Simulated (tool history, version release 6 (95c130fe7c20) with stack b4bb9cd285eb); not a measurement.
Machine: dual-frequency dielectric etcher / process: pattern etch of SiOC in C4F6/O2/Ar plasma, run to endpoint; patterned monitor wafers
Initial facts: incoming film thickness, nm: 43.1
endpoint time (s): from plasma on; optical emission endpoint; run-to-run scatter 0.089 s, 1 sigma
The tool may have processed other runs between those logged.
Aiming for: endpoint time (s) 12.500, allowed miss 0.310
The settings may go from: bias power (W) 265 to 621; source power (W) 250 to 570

run 1 hour=0.0 | bias_power_(W)=443 source_power_(W)=410 | endpoint_time_(s)=14.141
run 2 hour=0.8 | bias_power_(W)=521 source_power_(W)=410 | endpoint_time_(s)=13.634
run 3 hour=6.3 | bias_power_(W)=451 source_power_(W)=410 | endpoint_time_(s)=14.193
run 4 hour=12.6 | bias_power_(W)=401 source_power_(W)=410 | endpoint_time_(s)=14.758
run 5 hour=19.9 | bias_power_(W)=452 source_power_(W)=410 | endpoint_time_(s)=14.176
run 6 hour=21.3 | bias_power_(W)=465 source_power_(W)=420 | endpoint_time_(s)=13.887
run 7 hour=28.5 | bias_power_(W)=476 source_power_(W)=420 | endpoint_time_(s)=13.735
run 8 hour=33.1 | bias_power_(W)=486 source_power_(W)=420 | endpoint_time_(s)=13.449

4 candidate next runs follow, results not yet known. Just one meets every target within its allowed miss. Identify it.
run A hour=37.7 | bias_power_(W)=510 source_power_(W)=440 | endpoint_time_(s)=?
run B hour=37.7 | bias_power_(W)=538 source_power_(W)=390 | endpoint_time_(s)=?
run C hour=37.7 | bias_power_(W)=604 source_power_(W)=430 | endpoint_time_(s)=?
run D hour=37.7 | bias_power_(W)=516 source_power_(W)=430 | endpoint_time_(s)=?

move=A endpoint_time_(s)=13.187
move=B endpoint_time_(s)=13.648
move=C endpoint_time_(s)=12.593
move=D endpoint_time_(s)=13.267
A: moves toward the targets from the last run without getting all of them in spec
B: lands further from the targets than the last run did
C: every result within its allowed miss
D: moves toward the targets from the last run without getting all of them in spec
Move C is the one to make.
